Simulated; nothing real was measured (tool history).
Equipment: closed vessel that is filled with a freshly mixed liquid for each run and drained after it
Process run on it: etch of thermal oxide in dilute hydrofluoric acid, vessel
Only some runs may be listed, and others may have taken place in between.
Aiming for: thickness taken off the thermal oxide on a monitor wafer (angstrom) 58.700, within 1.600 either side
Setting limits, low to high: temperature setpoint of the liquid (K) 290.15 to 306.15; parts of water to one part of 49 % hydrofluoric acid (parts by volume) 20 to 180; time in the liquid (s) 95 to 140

run,hour,temperature setpoint of the liquid (K),parts of water to one part of 49 % hydrofluoric acid (parts by volume),time in the liquid (s),thickness taken off the thermal oxide on a monitor wafer (angstrom)
1,0.0,298.15,100,140,73.716
2,4.0,296.15,100,140,67.204
3,6.4,295.65,100,140,66.259
4,8.7,295.65,120,140,54.018
5,12.6,293.15,120,140,48.850
6,18.1,293.15,120,95,32.944
7,25.5,294.15,120,95,34.340
8,33.8,298.15,110,95,44.665
9,40.0,298.65,105,95,47.965
10,42.5,302.65,105,95,56.220
11,49.5,303.15,105,95,56.803

Which single option among these 5 for the next run brings every result within its allowed miss of target? Just one does.
A,56.5,303.15,125,130,?
B,56.5,301.15,105,100,?
C,56.5,301.65,110,100,?
D,56.5,301.65,115,115,?
E,56.5,303.15,115,115,?

move,thickness taken off the thermal oxide on a monitor wafer (angstrom)
A,63.852
B,55.745
C,53.866
D,58.858
E,62.243
A: takes the result that was furthest off past its target
B: the biggest miss grows against the last run
C: the biggest miss grows against the last run
D: every result within its allowed miss
E: takes the result that was furthest off past its target
Move D is the one to make.
